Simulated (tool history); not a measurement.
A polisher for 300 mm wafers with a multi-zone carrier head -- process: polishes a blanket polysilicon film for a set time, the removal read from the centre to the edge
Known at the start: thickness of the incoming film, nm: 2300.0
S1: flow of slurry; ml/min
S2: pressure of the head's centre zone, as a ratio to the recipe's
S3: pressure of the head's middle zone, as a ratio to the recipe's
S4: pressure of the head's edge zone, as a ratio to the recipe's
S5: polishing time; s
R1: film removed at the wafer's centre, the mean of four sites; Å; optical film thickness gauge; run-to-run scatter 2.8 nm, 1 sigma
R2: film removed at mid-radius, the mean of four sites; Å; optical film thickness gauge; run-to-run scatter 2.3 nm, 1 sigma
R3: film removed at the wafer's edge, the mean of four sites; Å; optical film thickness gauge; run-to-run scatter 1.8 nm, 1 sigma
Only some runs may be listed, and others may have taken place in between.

run  hour   S1    S2    S3    S4  S5      R1      R2      R3
  1     0  245     1     1     1  34  2042.5  2115.4  2061.1
  2   4.5  245  1.07     1     1  34  2232.1  2047.4  2067.5
  3  13.1  240  1.06     1  0.99  34  2232.7  2097.1  2041.5
  4  16.5  240  1.05     1  0.98  34  2134.4  2068.4    2076
  5  21.2  240  1.05     1  0.98  30  1853.4  1839.3  1821.7
  6  24.8  240   1.1     1  0.98  30    2016  1839.4  1802.9
  7  26.1  245  1.09  1.01  0.99  30  1996.5  1900.5  1830.3
  8    27  250  1.09  1.01     1  30  2051.1    1909  1827.3
  9  35.9  250  1.08  1.01     1  30  1961.6  1864.6    1822
 10  44.9  250  1.08  1.02     1  30  2023.6  1931.8    1839
 11  51.7  250  1.07  1.02     1  30  1982.3    1911  1818.9
 12  56.6  250  1.06  1.02     1  30  1966.5  1927.2  1801.3
 13  58.2  250  1.06  1.02     1  30    1942  1913.5    1835
 14  63.4  255  1.06  1.02  1.01  30    1979    1903    1845
 15  68.2  255  1.06  1.02  1.01  30  1945.5  1917.6  1838.6

The next listed run, before its measurement:
 16    75  260  1.06  1.02  1.02  30   ?   ?   ?

{"run 16": {"R1": 1966.9, "R2": 1877.9, "R3": 1843.6}}
